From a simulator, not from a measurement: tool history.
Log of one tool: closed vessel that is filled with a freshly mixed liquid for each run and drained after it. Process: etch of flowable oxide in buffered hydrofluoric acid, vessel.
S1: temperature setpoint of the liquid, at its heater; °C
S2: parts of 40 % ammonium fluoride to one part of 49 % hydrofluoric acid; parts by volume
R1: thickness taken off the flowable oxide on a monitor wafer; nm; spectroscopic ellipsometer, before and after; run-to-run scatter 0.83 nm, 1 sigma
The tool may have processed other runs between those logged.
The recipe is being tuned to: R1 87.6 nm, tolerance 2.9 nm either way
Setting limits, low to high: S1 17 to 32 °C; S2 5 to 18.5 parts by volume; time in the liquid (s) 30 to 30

Run 1, hour 0: S1 25 °C, S2 11.5 parts by volume, time in the liquid (s) 30. Result: R1 115.03 nm.
Run 2, hour 4.2: S1 23.5 °C, S2 11.5 parts by volume, time in the liquid (s) 30. Result: R1 105.78 nm.
Run 3, hour 7.5: S1 25.5 °C, S2 11.5 parts by volume, time in the liquid (s) 30. Result: R1 119.19 nm.
Run 4, hour 9.2: S1 24 °C, S2 11.5 parts by volume, time in the liquid (s) 30. Result: R1 108.94 nm.
Run 5, hour 13.3: S1 23 °C, S2 11.5 parts by volume, time in the liquid (s) 30. Result: R1 103.67 nm.
Run 6, hour 17.3: S1 22 °C, S2 11.5 parts by volume, time in the liquid (s) 30. Result: R1 96.666 nm.
Run 7, hour 25.7: S1 21.5 °C, S2 11.5 parts by volume, time in the liquid (s) 30. Result: R1 95.669 nm.
Run 8, hour 27.9: S1 21 °C, S2 11.5 parts by volume, time in the liquid (s) 30. Result: R1 93.057 nm.

Next run, 4 choices. One meets every target within its allowed miss, the rest don't. Which?
Run A, hour 30.1: S1 18 °C, S2 11 parts by volume, time in the liquid (s) 30. Result: R1 ?.
Run B, hour 30.1: S1 25 °C, S2 13 parts by volume, time in the liquid (s) 30. Result: R1 ?.
Run C, hour 30.1: S1 22 °C, S2 11.5 parts by volume, time in the liquid (s) 30. Result: R1 ?.
Run D, hour 30.1: S1 19 °C, S2 11 parts by volume, time in the liquid (s) 30. Result: R1 ?.

move      R1
   A  82.778
   B  103.66
   C  99.167
   D  87.596
A: pushes the last run's worst result past its target
B: lands further from the targets than the last run did
C: lands further from the targets than the last run did
D: all results in spec
So the answer is move D, the one that meets all the targets.
